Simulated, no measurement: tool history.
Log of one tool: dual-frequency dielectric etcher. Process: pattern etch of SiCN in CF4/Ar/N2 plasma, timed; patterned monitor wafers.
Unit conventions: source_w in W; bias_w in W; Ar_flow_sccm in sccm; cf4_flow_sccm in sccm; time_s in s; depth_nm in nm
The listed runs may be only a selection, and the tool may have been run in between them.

{"run": 1, "hour": 0.0, "source_w": 590, "bias_w": 60, "Ar_flow_sccm": 111, "cf4_flow_sccm": 67, "time_s": 53, "depth_nm": 54.79}
{"run": 2, "hour": 7.8, "source_w": 600, "bias_w": 60, "Ar_flow_sccm": 111, "cf4_flow_sccm": 67, "time_s": 53, "depth_nm": 55.418}
{"run": 3, "hour": 9.4, "source_w": 610, "bias_w": 60, "Ar_flow_sccm": 111, "cf4_flow_sccm": 67, "time_s": 53, "depth_nm": 56.087}
{"run": 4, "hour": 14.4, "source_w": 610, "bias_w": 60, "Ar_flow_sccm": 111, "cf4_flow_sccm": 59, "time_s": 53, "depth_nm": 54.768}
{"run": 5, "hour": 18.1, "source_w": 630, "bias_w": 60, "Ar_flow_sccm": 111, "cf4_flow_sccm": 59, "time_s": 53, "depth_nm": 55.959}
{"run": 6, "hour": 26.6, "source_w": 540, "bias_w": 60, "Ar_flow_sccm": 111, "cf4_flow_sccm": 59, "time_s": 53, "depth_nm": 50.579}
{"run": 7, "hour": 34.0, "source_w": 570, "bias_w": 60, "Ar_flow_sccm": 111, "cf4_flow_sccm": 59, "time_s": 53, "depth_nm": 52.311}

Run 8 is up next; what results do you expect?
{"run": 8, "hour": 39.7, "source_w": 590, "bias_w": 60, "Ar_flow_sccm": 111, "cf4_flow_sccm": 59, "time_s": 53, "depth_nm": "?"}

For run 8 the tool returned depth_nm 53.602 nm.

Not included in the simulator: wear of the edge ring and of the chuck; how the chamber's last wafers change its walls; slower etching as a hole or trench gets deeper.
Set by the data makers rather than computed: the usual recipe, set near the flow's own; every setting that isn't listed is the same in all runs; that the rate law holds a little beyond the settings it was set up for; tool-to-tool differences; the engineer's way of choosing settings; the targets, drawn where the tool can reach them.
